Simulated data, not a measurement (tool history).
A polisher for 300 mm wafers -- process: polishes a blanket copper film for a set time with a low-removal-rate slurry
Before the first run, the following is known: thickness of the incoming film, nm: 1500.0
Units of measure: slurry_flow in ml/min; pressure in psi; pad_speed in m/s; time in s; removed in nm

| run | hour | slurry_flow | pressure | pad_speed | slurry_solids | time | removed |
|---|---|---|---|---|---|---|---|
| 1 | 0 | 315 | 2 | 1.4 | 1 | 44 | 132.05 |
| 2 | 5.5 | 315 | 1.6 | 1.4 | 1 | 44 | 106.88 |
| 3 | 14.4 | 315 | 1.6 | 1.68 | 1 | 44 | 128.06 |
| 4 | 16 | 365 | 1.6 | 1.68 | 1 | 44 | 127.75 |
| 5 | 21.3 | 365 | 1.3 | 1.68 | 1 | 44 | 104.55 |
| 6 | 29 | 365 | 1 | 1.68 | 1 | 44 | 83.307 |
| 7 | 34.7 | 365 | 1.6 | 1.74 | 1 | 44 | 132.05 |
| 8 | 41 | 365 | 1.7 | 1.74 | 1 | 44 | 141.36 |

Run 9 has not been measured yet. What should we expect?
| 9 | 47.8 | 365 | 1.8 | 1.74 | 1 | 44 | ? |

removed: 149.71 nm
